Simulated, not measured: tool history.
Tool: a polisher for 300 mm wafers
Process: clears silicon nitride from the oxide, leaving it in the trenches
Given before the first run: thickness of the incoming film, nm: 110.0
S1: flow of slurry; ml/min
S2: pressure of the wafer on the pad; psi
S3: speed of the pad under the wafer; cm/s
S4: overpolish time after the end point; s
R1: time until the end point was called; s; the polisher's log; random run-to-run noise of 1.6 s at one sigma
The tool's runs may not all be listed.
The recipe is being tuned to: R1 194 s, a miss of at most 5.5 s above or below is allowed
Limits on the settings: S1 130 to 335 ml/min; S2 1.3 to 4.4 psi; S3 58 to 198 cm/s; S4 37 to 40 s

run	hour	S1	S2	S3	S4	R1
1	0	215	2.8	128	37	100.68
2	2.4	260	2.8	128	37	98.256
3	3.6	255	2.5	126	37	113.25
4	5.5	255	2.5	100	37	138.02
5	10.7	255	2.4	100	37	141.46
6	11.2	255	2.4	100	37	142.01
7	17.1	255	2.3	100	37	149.6
8	23.5	230	1.5	100	37	228.51
9	30.6	240	1.5	100	37	225.68
10	38.9	275	1.9	100	37	177.01
11	44.8	265	1.9	100	37	177.24
12	50.7	260	1.9	100	37	177.38
13	57.4	255	1.9	100	37	180.9

Which single option among these 5 for the next run brings every result within its allowed miss of target? Just one does.
A	64.1	220	2.4	84	37	?
B	64.1	190	2.8	72	37	?
C	64.1	245	2.1	98	37	?
D	64.1	205	2.5	84	40	?
E	64.1	300	2.3	72	37	?

move	R1
A	167.97
B	167.14
C	165.68
D	162.67
E	193.42
A: lands further from the targets than the last run did
B: lands further from the targets than the last run did
C: lands further from the targets than the last run did
D: lands further from the targets than the last run did
E: all results land within tolerance of their targets
E meets every target.

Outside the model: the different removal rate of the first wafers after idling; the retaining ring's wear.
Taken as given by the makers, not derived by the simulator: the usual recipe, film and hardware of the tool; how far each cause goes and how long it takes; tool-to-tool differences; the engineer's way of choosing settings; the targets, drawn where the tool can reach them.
